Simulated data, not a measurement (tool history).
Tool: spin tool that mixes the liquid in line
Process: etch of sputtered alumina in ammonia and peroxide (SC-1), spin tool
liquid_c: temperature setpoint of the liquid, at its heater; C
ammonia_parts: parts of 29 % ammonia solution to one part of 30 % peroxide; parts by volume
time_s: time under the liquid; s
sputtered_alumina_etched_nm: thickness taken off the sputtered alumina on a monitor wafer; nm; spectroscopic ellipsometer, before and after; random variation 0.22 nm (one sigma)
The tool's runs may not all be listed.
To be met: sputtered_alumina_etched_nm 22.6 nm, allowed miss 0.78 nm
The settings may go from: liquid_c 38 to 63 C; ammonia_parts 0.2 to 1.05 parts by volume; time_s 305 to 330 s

{"run": 1, "hour": 0.0, "liquid_c": 47, "ammonia_parts": 0.55, "time_s": 305, "sputtered_alumina_etched_nm": 13.722}
{"run": 2, "hour": 1.8, "liquid_c": 48.5, "ammonia_parts": 0.55, "time_s": 305, "sputtered_alumina_etched_nm": 14.823}
{"run": 3, "hour": 10.1, "liquid_c": 48.5, "ammonia_parts": 0.4, "time_s": 305, "sputtered_alumina_etched_nm": 14.745}
{"run": 4, "hour": 14.3, "liquid_c": 48.5, "ammonia_parts": 0.55, "time_s": 305, "sputtered_alumina_etched_nm": 15.054}
{"run": 5, "hour": 21.8, "liquid_c": 48.5, "ammonia_parts": 0.45, "time_s": 305, "sputtered_alumina_etched_nm": 14.562}
{"run": 6, "hour": 23.9, "liquid_c": 50, "ammonia_parts": 0.45, "time_s": 305, "sputtered_alumina_etched_nm": 16.073}
{"run": 7, "hour": 25.0, "liquid_c": 51, "ammonia_parts": 0.45, "time_s": 305, "sputtered_alumina_etched_nm": 16.642}
{"run": 8, "hour": 26.1, "liquid_c": 52, "ammonia_parts": 0.45, "time_s": 305, "sputtered_alumina_etched_nm": 17.523}

5 next moves are on the table. One of them brings every result within its allowed miss. Which?
{"run": "A", "hour": 27.2, "liquid_c": 55.5, "ammonia_parts": 0.3, "time_s": 330, "sputtered_alumina_etched_nm": "?"}
{"run": "B", "hour": 27.2, "liquid_c": 53.5, "ammonia_parts": 0.5, "time_s": 320, "sputtered_alumina_etched_nm": "?"}
{"run": "C", "hour": 27.2, "liquid_c": 46.5, "ammonia_parts": 0.3, "time_s": 315, "sputtered_alumina_etched_nm": "?"}
{"run": "D", "hour": 27.2, "liquid_c": 48.5, "ammonia_parts": 0.45, "time_s": 330, "sputtered_alumina_etched_nm": "?"}
{"run": "E", "hour": 27.2, "liquid_c": 44.5, "ammonia_parts": 0.5, "time_s": 305, "sputtered_alumina_etched_nm": "?"}

move=A sputtered_alumina_etched_nm=22.085
move=B sputtered_alumina_etched_nm=20.206
move=C sputtered_alumina_etched_nm=12.888
move=D sputtered_alumina_etched_nm=15.698
move=E sputtered_alumina_etched_nm=11.696
A: meets every target
B: nearer than the last run, and not there yet
C: further off than the last run
D: further off than the last run
E: further off than the last run
The right move is A.
